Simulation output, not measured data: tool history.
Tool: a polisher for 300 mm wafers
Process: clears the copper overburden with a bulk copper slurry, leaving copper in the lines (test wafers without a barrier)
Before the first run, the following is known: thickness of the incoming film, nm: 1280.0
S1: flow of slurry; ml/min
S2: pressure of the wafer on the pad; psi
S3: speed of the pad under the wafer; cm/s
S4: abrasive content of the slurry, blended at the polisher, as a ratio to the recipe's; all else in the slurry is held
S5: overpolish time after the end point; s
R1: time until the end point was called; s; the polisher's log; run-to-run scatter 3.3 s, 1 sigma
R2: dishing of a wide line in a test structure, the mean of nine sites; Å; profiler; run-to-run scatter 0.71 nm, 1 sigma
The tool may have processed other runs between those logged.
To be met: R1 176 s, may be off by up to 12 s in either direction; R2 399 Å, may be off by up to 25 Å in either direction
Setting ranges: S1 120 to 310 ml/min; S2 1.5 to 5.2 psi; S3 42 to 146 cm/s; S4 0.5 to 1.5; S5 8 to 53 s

run  hour   S1   S2  S3    S4  S5      R1      R2
  1     0  200  3.3  94     1  27   127.6  400.85
  2   7.2  200  3.3  94  0.85  27  128.52  390.94
  3   8.2  200  3.3  94  0.85  16  127.11  402.17
  4  15.4  200  3.3  94  0.85  11  131.89  367.91
  5  17.3  200  4.2  94  0.85  11  106.52  400.31
  6  19.3  200  4.2  94  0.65  11   112.1   377.9
  7    22  200  3.8  88  0.75  14  126.57  386.76
  8  30.2  200  3.5  84   0.8  16  142.66  383.04
  9  36.7  200  3.3  82  0.85  19  153.92  394.51
 10  40.9  200  3.2  80  0.85  20   161.9  388.68
 11  42.6  200  3.1  78   0.9  21  160.63  384.01

Of the 4 settings listed for the next run, only one would bring every result within its allowed miss of target. Which one?
  A  44.3  275  2.8  76   0.9  33   ?   ?
  B  44.3  230    4  50   0.9  25   ?   ?
  C  44.3  155  3.9  46  1.35  29   ?   ?
  D  44.3  220  3.7  76   0.7  21   ?   ?

move      R1      R2
   A  173.44  398.56
   B  195.29  394.78
   C  210.48  397.72
   D  148.42  397.72
A: hits every target within its allowed miss
B: takes the biggest miss from the last run beyond its target
C: takes the biggest miss from the last run beyond its target
D: moves away from the targets compared with the last run
Go with A: it meets all targets.
